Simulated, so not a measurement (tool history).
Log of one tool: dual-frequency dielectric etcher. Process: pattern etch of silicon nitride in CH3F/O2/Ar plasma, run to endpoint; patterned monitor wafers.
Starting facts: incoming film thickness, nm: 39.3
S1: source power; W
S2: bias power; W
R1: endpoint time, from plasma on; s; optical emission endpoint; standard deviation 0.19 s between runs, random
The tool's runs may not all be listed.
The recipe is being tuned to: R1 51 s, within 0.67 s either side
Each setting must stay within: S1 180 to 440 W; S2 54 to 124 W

Run 1, hour 0: S1 310 W, S2 89 W. Result: R1 57.06 s.
Run 2, hour 4.1: S1 310 W, S2 74 W. Result: R1 61.525 s.
Run 3, hour 7.8: S1 330 W, S2 74 W. Result: R1 60.668 s.
Run 4, hour 13.7: S1 350 W, S2 77 W. Result: R1 58.506 s.
Run 5, hour 17.1: S1 350 W, S2 69 W. Result: R1 60.462 s.
Run 6, hour 25.3: S1 350 W, S2 78 W. Result: R1 57.665 s.
Run 7, hour 32.2: S1 370 W, S2 79 W. Result: R1 56.584 s.
Run 8, hour 35.1: S1 380 W, S2 80 W. Result: R1 55.788 s.
Run 9, hour 35.7: S1 390 W, S2 81 W. Result: R1 54.952 s.
Run 10, hour 43.4: S1 400 W, S2 82 W. Result: R1 54.655 s.

Which one of the following 5 next-run settings gets every result inside its allowed miss? There is exactly one.
Run A, hour 51.1: S1 420 W, S2 101 W. Result: R1 ?.
Run B, hour 51.1: S1 430 W, S2 95 W. Result: R1 ?.
Run C, hour 51.1: S1 440 W, S2 94 W. Result: R1 ?.
Run D, hour 51.1: S1 440 W, S2 95 W. Result: R1 ?.
Run E, hour 51.1: S1 420 W, S2 93 W. Result: R1 ?.

move      R1
   A  49.292
   B  50.108
   C  49.926
   D  49.717
   E  50.939
A: pushes the last run's worst result past its target
B: pushes the last run's worst result past its target
C: pushes the last run's worst result past its target
D: pushes the last run's worst result past its target
E: each result inside its tolerance
E is the move that brings every result within its allowed miss.

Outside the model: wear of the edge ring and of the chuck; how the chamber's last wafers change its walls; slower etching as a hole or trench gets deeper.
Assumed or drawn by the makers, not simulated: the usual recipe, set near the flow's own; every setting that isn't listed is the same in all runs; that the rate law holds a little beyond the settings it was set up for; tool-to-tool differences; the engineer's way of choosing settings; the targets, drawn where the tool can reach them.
